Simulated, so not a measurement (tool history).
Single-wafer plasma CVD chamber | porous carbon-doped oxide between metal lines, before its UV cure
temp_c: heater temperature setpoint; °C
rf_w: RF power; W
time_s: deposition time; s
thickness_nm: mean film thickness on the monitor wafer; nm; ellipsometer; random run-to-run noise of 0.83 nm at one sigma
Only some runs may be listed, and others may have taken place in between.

{"run": 1, "day": 0.0, "temp_c": 290, "rf_w": 660, "time_s": 29.5, "thickness_nm": 188.99}
{"run": 2, "day": 0.125, "temp_c": 295, "rf_w": 625, "time_s": 29.4, "thickness_nm": 176.8}
{"run": 3, "day": 0.296, "temp_c": 299, "rf_w": 600, "time_s": 29.3, "thickness_nm": 166.26}
{"run": 4, "day": 0.579, "temp_c": 304, "rf_w": 600, "time_s": 29.3, "thickness_nm": 162.66}
{"run": 5, "day": 0.888, "temp_c": 304, "rf_w": 690, "time_s": 29.3, "thickness_nm": 179.55}
{"run": 6, "day": 0.946, "temp_c": 306, "rf_w": 655, "time_s": 29.2, "thickness_nm": 169.89}

Run 7 comes next. What will it give?
{"run": 7, "day": 1.158, "temp_c": 308, "rf_w": 630, "time_s": 29.1, "thickness_nm": "?"}

thickness_nm: 162.06 nm

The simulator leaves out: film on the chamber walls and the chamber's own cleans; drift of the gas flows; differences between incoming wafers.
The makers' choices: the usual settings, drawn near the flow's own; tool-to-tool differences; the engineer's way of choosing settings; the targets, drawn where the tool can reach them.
